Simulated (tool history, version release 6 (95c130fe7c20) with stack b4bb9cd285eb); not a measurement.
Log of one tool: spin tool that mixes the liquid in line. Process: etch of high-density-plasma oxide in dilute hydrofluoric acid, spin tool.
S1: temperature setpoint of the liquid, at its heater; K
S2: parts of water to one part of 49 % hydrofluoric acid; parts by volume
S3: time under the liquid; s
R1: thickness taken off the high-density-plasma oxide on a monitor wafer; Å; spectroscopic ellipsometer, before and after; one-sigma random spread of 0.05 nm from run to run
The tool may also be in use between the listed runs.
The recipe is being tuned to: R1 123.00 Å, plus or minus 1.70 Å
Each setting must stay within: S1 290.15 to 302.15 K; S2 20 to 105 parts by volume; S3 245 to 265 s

Run 1, hour 0.0: S1 294.15 K, S2 55 parts by volume, S3 245 s. Result: R1 216.45 Å.
Run 2, hour 6.6: S1 293.15 K, S2 60 parts by volume, S3 245 s. Result: R1 188.88 Å.
Run 3, hour 7.4: S1 293.15 K, S2 70 parts by volume, S3 245 s. Result: R1 161.60 Å.
Run 4, hour 10.1: S1 293.15 K, S2 70 parts by volume, S3 265 s. Result: R1 173.59 Å.
Run 5, hour 12.9: S1 293.15 K, S2 70 parts by volume, S3 265 s. Result: R1 173.03 Å.
Run 6, hour 19.3: S1 290.15 K, S2 70 parts by volume, S3 265 s. Result: R1 152.95 Å.
Run 7, hour 27.3: S1 290.15 K, S2 75 parts by volume, S3 265 s. Result: R1 142.53 Å.
Run 8, hour 34.2: S1 290.15 K, S2 80 parts by volume, S3 265 s. Result: R1 132.78 Å.

Pick the move, out of 4, that brings all results within their allowed miss; only one does.
Run A, hour 41.1: S1 291.65 K, S2 80 parts by volume, S3 265 s. Result: R1 ?.
Run B, hour 41.1: S1 290.65 K, S2 85 parts by volume, S3 265 s. Result: R1 ?.
Run C, hour 41.1: S1 290.15 K, S2 80 parts by volume, S3 245 s. Result: R1 ?.
Run D, hour 41.1: S1 290.65 K, S2 75 parts by volume, S3 265 s. Result: R1 ?.

move      R1
   A  141.57
   B  127.03
   C  122.81
   D  145.53
A: lands further from the targets than the last run did
B: nearer the targets than the last run, but a result is still out of spec
C: all results land within tolerance of their targets
D: lands further from the targets than the last run did
So the answer is move C, the one that meets all the targets.
